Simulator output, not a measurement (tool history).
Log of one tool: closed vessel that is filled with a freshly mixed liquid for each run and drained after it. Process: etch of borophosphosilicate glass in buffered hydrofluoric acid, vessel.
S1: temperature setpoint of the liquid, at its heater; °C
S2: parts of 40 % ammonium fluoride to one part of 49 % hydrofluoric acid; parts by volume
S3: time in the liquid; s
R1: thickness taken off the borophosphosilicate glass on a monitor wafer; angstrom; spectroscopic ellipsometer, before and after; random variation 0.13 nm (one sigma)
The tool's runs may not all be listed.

Run 1, day 0.000: S1 22.0 °C, S2 18.5 parts by volume, S3 30 s. Result: R1 277.77 angstrom.
Run 2, day 0.167: S1 19.0 °C, S2 18.5 parts by volume, S3 30 s. Result: R1 234.56 angstrom.
Run 3, day 0.554: S1 19.0 °C, S2 18.5 parts by volume, S3 30 s. Result: R1 233.16 angstrom.
Run 4, day 0.742: S1 18.5 °C, S2 18.5 parts by volume, S3 30 s. Result: R1 226.55 angstrom.
Run 5, day 0.896: S1 18.0 °C, S2 18.5 parts by volume, S3 30 s. Result: R1 220.86 angstrom.
Run 6, day 1.246: S1 18.0 °C, S2 13.5 parts by volume, S3 30 s. Result: R1 303.42 angstrom.

Run 7 comes next. What will it give?
Run 7, day 1.342: S1 18.0 °C, S2 14.5 parts by volume, S3 30 s. Result: R1 ?.

R1: 282.92 angstrom
